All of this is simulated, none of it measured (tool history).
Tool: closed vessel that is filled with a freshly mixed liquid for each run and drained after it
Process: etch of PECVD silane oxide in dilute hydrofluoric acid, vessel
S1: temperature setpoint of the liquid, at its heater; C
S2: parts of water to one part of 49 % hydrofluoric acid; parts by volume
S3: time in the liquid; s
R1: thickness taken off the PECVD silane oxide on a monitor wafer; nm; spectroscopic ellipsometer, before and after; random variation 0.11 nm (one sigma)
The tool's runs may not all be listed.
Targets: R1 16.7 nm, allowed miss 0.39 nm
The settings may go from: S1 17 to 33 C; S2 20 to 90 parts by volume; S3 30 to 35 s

run,hour,S1,S2,S3,R1
1,0,25,50,35,23.092
2,4.1,24,50,35,22.305
3,8.5,24,50,35,22.06
4,10.1,24,50,35,22.078
5,11.7,22.5,50,35,20.855
6,18.9,22.5,40,35,26.518
7,21.6,21.5,40,35,25.241
8,22.5,21,40,35,24.851
9,30.5,20.5,40,35,24.24
10,33.9,20,40,35,23.566
11,37.9,19.5,40,35,23.238
12,45.7,19.5,40,35,23.546

5 next moves are on the table. One of them brings every result within its allowed miss. Which?
A,53.5,17,40,30,?
B,53.5,19,30,35,?
C,53.5,21,50,30,?
D,53.5,17,55,30,?
E,53.5,19.5,50,30,?

move,R1
A,17.905
B,30.74
C,16.811
D,12.806
E,15.775
A: nearer than the last run, and not there yet
B: further off than the last run
C: meets every target
D: takes the result that was furthest off past its target
E: takes the result that was furthest off past its target
The right move is C.

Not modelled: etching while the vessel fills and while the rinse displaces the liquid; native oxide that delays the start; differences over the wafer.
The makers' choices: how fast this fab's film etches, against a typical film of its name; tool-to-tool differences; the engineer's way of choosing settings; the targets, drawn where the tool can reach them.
